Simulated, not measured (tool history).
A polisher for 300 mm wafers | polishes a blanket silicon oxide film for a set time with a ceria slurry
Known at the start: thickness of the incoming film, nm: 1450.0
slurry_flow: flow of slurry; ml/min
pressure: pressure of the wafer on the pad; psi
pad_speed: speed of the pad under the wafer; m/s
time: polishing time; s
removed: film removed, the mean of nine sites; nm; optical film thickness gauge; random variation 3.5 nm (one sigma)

run 1 day=0 | slurry_flow=300 pressure=4 pad_speed=1.1 time=73 | removed=377.63
run 2 day=0.196 | slurry_flow=370 pressure=4 pad_speed=1.1 time=73 | removed=382.91
run 3 day=0.521 | slurry_flow=370 pressure=4 pad_speed=1.1 time=77 | removed=405.27
run 4 day=0.812 | slurry_flow=370 pressure=3.5 pad_speed=1.1 time=77 | removed=373.5
run 5 day=1.162 | slurry_flow=370 pressure=3 pad_speed=1.08 time=77 | removed=340.61
run 6 day=1.362 | slurry_flow=370 pressure=3 pad_speed=1.08 time=77 | removed=327.85
run 7 day=1.458 | slurry_flow=370 pressure=2.7 pad_speed=1.08 time=77 | removed=312.77

The next listed run, before its measurement:
run 8 day=1.517 | slurry_flow=370 pressure=2.5 pad_speed=1.08 time=77 | removed=?

{"run 8": {"removed": 301.79}}
